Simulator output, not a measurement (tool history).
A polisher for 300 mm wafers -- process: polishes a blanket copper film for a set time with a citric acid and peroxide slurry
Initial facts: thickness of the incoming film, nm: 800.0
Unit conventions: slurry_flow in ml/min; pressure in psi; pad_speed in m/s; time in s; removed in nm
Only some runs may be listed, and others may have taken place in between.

run	day	slurry_flow	pressure	pad_speed	slurry_solids	time	removed
1	0.000	215	2.5	0.90	1.0	87	134.30
2	0.062	215	2.5	0.90	1.2	87	138.61
3	0.354	215	2.5	0.90	1.3	87	142.37
4	0.529	215	2.5	0.72	1.3	87	113.76
5	0.554	215	2.5	0.92	1.3	87	145.44
6	0.842	215	2.2	0.92	1.3	87	130.43
7	1.125	215	1.9	0.92	1.3	87	113.02

Estimate the outcome of run 8 from the log above:
8	1.408	215	1.8	0.92	1.3	87	?

Logged for run 8: removed 105.05 nm.

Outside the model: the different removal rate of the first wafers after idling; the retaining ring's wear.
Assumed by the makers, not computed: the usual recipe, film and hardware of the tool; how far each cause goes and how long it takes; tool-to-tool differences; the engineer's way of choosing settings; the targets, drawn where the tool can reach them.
